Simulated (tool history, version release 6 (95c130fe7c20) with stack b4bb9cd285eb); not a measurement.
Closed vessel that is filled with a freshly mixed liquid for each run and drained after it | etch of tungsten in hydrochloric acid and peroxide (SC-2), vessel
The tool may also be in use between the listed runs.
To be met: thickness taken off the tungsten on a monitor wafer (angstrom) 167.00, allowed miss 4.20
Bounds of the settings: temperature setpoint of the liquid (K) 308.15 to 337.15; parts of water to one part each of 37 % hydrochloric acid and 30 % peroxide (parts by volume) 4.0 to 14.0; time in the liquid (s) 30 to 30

run,day,temperature setpoint of the liquid (K),parts of water to one part each of 37 % hydrochloric acid and 30 % peroxide (parts by volume),time in the liquid (s),thickness taken off the tungsten on a monitor wafer (angstrom)
1,0.000,321.15,7.5,30,120.16
2,0.346,324.15,7.5,30,144.42
3,0.392,324.65,7.5,30,148.58
4,0.612,324.65,10.0,30,119.23
5,0.758,324.65,10.0,30,117.96
6,0.779,325.65,10.0,30,127.16
7,1.104,326.65,10.0,30,136.53
8,1.288,327.15,10.0,30,140.99
9,1.600,327.65,10.0,30,145.54
10,1.754,328.15,10.0,30,149.21

Which of these 4 next moves meets every target?
A,1.908,331.65,11.5,30,?
B,1.908,324.65,9.0,30,?
C,1.908,323.65,6.5,30,?
D,1.908,326.65,10.0,30,?

move,thickness taken off the tungsten on a monitor wafer (angstrom)
A,167.39
B,130.64
C,158.22
D,136.56
A: meets every target
B: further off than the last run
C: nearer than the last run, and not there yet
D: further off than the last run
Answer: A

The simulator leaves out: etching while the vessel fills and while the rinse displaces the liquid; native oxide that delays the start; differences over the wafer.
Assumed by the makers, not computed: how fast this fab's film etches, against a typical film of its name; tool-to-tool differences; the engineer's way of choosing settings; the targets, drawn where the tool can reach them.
